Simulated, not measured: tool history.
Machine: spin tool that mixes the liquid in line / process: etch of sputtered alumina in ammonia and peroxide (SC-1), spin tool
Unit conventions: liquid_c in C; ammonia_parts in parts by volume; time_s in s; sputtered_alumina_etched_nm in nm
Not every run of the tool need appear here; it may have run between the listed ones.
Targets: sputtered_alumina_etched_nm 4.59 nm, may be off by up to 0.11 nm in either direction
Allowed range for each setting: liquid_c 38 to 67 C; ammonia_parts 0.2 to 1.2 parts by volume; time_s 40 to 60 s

| run | day | liquid_c | ammonia_parts | time_s | sputtered_alumina_etched_nm |
|---|---|---|---|---|---|
| 1 | 0 | 51 | 0.75 | 60 | 5.6916 |
| 2 | 0.246 | 50 | 0.75 | 60 | 5.4607 |
| 3 | 0.5 | 49.5 | 0.75 | 60 | 5.3281 |
| 4 | 0.708 | 49.5 | 0.75 | 60 | 5.2491 |
| 5 | 1.025 | 49 | 0.75 | 60 | 5.1626 |
| 6 | 1.262 | 49 | 0.75 | 40 | 3.4134 |
| 7 | 1.629 | 50 | 0.75 | 40 | 3.6139 |
| 8 | 1.688 | 55 | 0.75 | 40 | 4.7352 |

Which one of the following 4 next-run settings gets every result inside its allowed miss? There is exactly one.
| A | 1.746 | 53.5 | 0.7 | 45 | ? |
| B | 1.746 | 53 | 0.95 | 45 | ? |
| C | 1.746 | 54 | 0.95 | 40 | ? |
| D | 1.746 | 53.5 | 0.75 | 45 | ? |

| move | sputtered_alumina_etched_nm |
|---|---|
| A | 4.8457 |
| B | 4.8559 |
| C | 4.5542 |
| D | 4.8775 |
A: lands further from the targets than the last run did
B: lands further from the targets than the last run did
C: hits every target within its allowed miss
D: lands further from the targets than the last run did
Move C is the one to make.

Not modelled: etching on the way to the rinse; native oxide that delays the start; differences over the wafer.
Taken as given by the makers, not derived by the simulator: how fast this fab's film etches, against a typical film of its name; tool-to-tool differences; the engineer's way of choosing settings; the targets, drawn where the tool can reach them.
